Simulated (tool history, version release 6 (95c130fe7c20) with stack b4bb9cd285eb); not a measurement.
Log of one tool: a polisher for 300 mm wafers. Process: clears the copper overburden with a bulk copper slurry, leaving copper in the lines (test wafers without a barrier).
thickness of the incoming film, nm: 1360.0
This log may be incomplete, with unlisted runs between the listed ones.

run    day  flow of slurry (ml/min)  pressure of the wafer on the pad (psi)  speed of the pad under the wafer (cm/s)  abrasive content of the slurry  overpolish time after the end point (s)  time until the end point was called (s)  dishing of a wide line in a test structure (nm)
  1  0.000                      200                                     2.7                                       94                            1.00                                       11                                   168.90                                           59.078
  2  0.121                      200                                     2.7                                       94                            1.15                                       11                                   160.78                                           60.321
  3  0.442                      200                                     2.7                                       94                            1.30                                       11                                   153.69                                           63.024
  4  0.621                      200                                     3.2                                       94                            1.30                                       11                                   137.62                                           70.318
  5  0.904                      205                                     3.2                                       96                            1.30                                        9                                   129.21                                           63.656
  6  0.929                      210                                     3.1                                       96                            1.30                                        8                                   134.29                                           55.727

What will run 7 give?
  7  1.150                      215                                     3.1                                       96                            1.30                                        7                                        ?                                                ?

{"run 7": {"time until the end point was called (s)": 131.06, "dishing of a wide line in a test structure (nm)": 49.289}}
